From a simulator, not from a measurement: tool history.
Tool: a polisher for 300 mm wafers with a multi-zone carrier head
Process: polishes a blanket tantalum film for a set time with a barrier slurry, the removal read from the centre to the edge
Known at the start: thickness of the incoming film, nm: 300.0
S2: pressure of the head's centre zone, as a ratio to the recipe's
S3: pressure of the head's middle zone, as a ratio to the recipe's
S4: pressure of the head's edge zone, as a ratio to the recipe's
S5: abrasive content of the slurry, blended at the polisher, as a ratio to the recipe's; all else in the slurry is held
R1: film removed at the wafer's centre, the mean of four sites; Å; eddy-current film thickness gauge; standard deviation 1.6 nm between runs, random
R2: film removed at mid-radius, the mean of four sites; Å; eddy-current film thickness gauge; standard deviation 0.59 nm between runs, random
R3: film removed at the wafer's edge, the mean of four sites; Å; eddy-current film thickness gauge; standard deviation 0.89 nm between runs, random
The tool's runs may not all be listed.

{"run": 1, "hour": 0.0, "flow of slurry (ml/min)": 155, "S2": 1.0, "S3": 1.0, "S4": 1.0, "S5": 1.0, "polishing time (s)": 65, "R1": 946.69, "R2": 986.65, "R3": 994.02}
{"run": 2, "hour": 3.8, "flow of slurry (ml/min)": 155, "S2": 1.0, "S3": 1.0, "S4": 1.0, "S5": 1.0, "polishing time (s)": 49, "R1": 734.04, "R2": 739.62, "R3": 755.72}
{"run": 3, "hour": 6.8, "flow of slurry (ml/min)": 165, "S2": 1.02, "S3": 1.0, "S4": 1.01, "S5": 1.05, "polishing time (s)": 49, "R1": 749.69, "R2": 751.39, "R3": 767.29}
{"run": 4, "hour": 11.3, "flow of slurry (ml/min)": 165, "S2": 1.02, "S3": 1.0, "S4": 1.05, "S5": 1.05, "polishing time (s)": 49, "R1": 751.9, "R2": 764.33, "R3": 780.98}
{"hour": 16.9, "done": "slurry nozzle cleaned"}
{"run": 5, "hour": 16.9, "flow of slurry (ml/min)": 170, "S2": 1.04, "S3": 0.99, "S4": 1.04, "S5": 1.1, "polishing time (s)": 50, "R1": 832.88, "R2": 799.95, "R3": 814.92}
{"run": 6, "hour": 21.1, "flow of slurry (ml/min)": 175, "S2": 1.05, "S3": 0.98, "S4": 1.06, "S5": 1.15, "polishing time (s)": 50, "R1": 839.74, "R2": 806.99, "R3": 845.93}
{"run": 7, "hour": 24.0, "flow of slurry (ml/min)": 180, "S2": 1.07, "S3": 0.97, "S4": 1.06, "S5": 1.2, "polishing time (s)": 50, "R1": 881.69, "R2": 812.39, "R3": 831.39}

For run 8, what comes out?
{"run": 8, "hour": 33.1, "flow of slurry (ml/min)": 180, "S2": 1.08, "S3": 0.96, "S4": 1.07, "S5": 1.25, "polishing time (s)": 50, "R1": "?", "R2": "?", "R3": "?"}

{"run 8": {"R1": 895.98, "R2": 802.29, "R3": 853.67}}

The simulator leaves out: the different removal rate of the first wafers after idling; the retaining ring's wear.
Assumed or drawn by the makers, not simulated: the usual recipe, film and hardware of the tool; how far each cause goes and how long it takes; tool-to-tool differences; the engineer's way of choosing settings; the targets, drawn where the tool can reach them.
